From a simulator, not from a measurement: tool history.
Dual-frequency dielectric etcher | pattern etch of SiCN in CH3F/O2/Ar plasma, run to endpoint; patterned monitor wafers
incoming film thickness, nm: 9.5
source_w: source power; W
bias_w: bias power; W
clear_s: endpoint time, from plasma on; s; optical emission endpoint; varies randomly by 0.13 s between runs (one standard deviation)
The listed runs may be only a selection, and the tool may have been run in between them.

{"run": 1, "day": 0.0, "source_w": 500, "bias_w": 58, "clear_s": 25.667}
{"run": 2, "day": 0.208, "source_w": 440, "bias_w": 58, "clear_s": 27.76}
{"run": 3, "day": 0.354, "source_w": 440, "bias_w": 49, "clear_s": 30.493}
{"run": 4, "day": 0.504, "source_w": 440, "bias_w": 44, "clear_s": 32.448}
{"run": 5, "day": 0.604, "source_w": 440, "bias_w": 51, "clear_s": 29.668}
{"run": 6, "day": 0.671, "source_w": 470, "bias_w": 51, "clear_s": 28.515}
{"run": 7, "day": 0.771, "source_w": 490, "bias_w": 51, "clear_s": 27.497}

The next listed run, before its measurement:
{"run": 8, "day": 1.117, "source_w": 500, "bias_w": 51, "clear_s": "?"}

Run 8 yielded clear_s 27.216 s.
